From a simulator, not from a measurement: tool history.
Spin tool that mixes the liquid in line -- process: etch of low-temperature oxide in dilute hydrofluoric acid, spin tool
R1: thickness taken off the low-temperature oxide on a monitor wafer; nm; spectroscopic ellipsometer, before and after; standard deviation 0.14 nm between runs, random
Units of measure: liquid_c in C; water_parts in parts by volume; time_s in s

{"run": 1, "hour": 0.0, "liquid_c": 26, "water_parts": 65, "time_s": 15, "R1": 7.1341}
{"run": 2, "hour": 6.7, "liquid_c": 27.5, "water_parts": 60, "time_s": 15, "R1": 8.3262}
{"run": 3, "hour": 8.5, "liquid_c": 28.5, "water_parts": 55, "time_s": 15, "R1": 9.5094}
{"run": 4, "hour": 11.2, "liquid_c": 28.5, "water_parts": 70, "time_s": 15, "R1": 7.2791}
{"run": 5, "hour": 13.3, "liquid_c": 27, "water_parts": 70, "time_s": 15, "R1": 6.8637}
{"run": 6, "hour": 15.1, "liquid_c": 28, "water_parts": 65, "time_s": 15, "R1": 7.7905}
{"run": 7, "hour": 20.3, "liquid_c": 29, "water_parts": 60, "time_s": 15, "R1": 8.8161}
{"run": 8, "hour": 22.7, "liquid_c": 33, "water_parts": 35, "time_s": 15, "R1": 18.734}

The next listed run, before its measurement:
{"run": 9, "hour": 25.4, "liquid_c": 32.5, "water_parts": 35, "time_s": 15, "R1": "?"}

Run 9 came out at R1 17.803 nm.

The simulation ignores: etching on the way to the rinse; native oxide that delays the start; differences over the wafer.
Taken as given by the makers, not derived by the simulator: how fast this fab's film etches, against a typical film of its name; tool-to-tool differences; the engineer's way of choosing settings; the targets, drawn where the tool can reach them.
